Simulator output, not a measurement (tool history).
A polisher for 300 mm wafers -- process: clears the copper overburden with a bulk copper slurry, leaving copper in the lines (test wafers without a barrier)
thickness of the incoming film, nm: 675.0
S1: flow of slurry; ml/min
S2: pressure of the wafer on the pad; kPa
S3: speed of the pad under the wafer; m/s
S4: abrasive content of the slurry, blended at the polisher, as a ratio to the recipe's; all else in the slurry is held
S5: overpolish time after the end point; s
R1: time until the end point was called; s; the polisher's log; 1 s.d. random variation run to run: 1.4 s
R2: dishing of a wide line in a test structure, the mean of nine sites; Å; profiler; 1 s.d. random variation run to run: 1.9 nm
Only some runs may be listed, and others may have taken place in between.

run,hour,S1,S2,S3,S4,S5,R1,R2
1,0.0,240,13.8,0.84,1.0,25,143.13,706.71
2,2.8,240,13.8,0.62,1.0,25,195.82,582.25
3,6.0,240,15.2,0.64,1.0,25,173.46,640.15
4,14.6,240,18.6,0.64,1.0,25,140.94,751.37
5,17.4,240,19.3,0.66,1.0,25,133.75,798.66
6,21.0,240,19.3,0.68,1.0,25,130.23,800.44
7,25.9,240,19.3,0.70,1.0,25,125.84,806.65
# hour 31.4: slurry nozzle cleaned
8,31.4,240,19.3,0.72,1.0,25,118.16,879.23
9,36.4,240,19.3,0.72,1.0,24,116.07,847.39

Expected results for the next run?
10,43.0,240,20.7,0.72,1.0,23,?,?

Run 10 came out at R1 111.07 s, R2 848.08 Å.
